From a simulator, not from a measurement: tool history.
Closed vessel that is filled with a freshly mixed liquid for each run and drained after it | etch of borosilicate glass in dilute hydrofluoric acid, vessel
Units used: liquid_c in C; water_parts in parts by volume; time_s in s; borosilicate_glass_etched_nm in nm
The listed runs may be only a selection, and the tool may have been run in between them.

run  hour  liquid_c  water_parts  time_s  borosilicate_glass_etched_nm
  1   0.0      25.0          260      80                        7.3118
  2   5.0      22.0          260      80                        6.5283
  3   8.6      22.0          260      80                        6.5502
  4  16.9      22.0          210      80                        8.5627
  5  21.2      23.5          210      80                        9.0451
  6  25.2      21.0          210      80                        8.2568
  7  29.9      23.0          185      80                       10.3180
  8  31.4      25.0          170      80                       12.2160
  9  38.6      26.5          160      80                       13.8280
 10  46.6      27.5          155      80                       15.0800
 11  54.9      28.5          150      80                       16.0790
 12  59.3      29.5          145      80                       17.5670
 13  63.2      30.0          145      80                       17.8680
 14  70.7      30.0          145      80                       17.8930
 15  71.4      30.5          140      80                       19.0070
 16  75.3      30.5          140      80                       18.8440

Expected results for the next run?
 17  78.2      31.0          140      80                             ?

{"run 17": {"borosilicate_glass_etched_nm": 19.395}}
